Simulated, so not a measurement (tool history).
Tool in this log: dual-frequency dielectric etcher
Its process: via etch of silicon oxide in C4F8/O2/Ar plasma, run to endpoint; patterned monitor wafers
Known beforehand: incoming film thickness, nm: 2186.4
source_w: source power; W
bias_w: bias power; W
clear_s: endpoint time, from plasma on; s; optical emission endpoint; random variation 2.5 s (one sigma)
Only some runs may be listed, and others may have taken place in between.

run,day,source_w,bias_w,clear_s
1,0,2560,2336,382.74
2,0.033,2560,2535,374.39
3,0.067,2930,2535,366.65
4,0.138,3180,2535,351.43
5,0.371,3460,2535,343.43
6,0.65,3080,2364,361.97

What does the tool deliver on the next run?
7,0.679,2770,2232,?

{"run 7": {"clear_s": 377.33}}

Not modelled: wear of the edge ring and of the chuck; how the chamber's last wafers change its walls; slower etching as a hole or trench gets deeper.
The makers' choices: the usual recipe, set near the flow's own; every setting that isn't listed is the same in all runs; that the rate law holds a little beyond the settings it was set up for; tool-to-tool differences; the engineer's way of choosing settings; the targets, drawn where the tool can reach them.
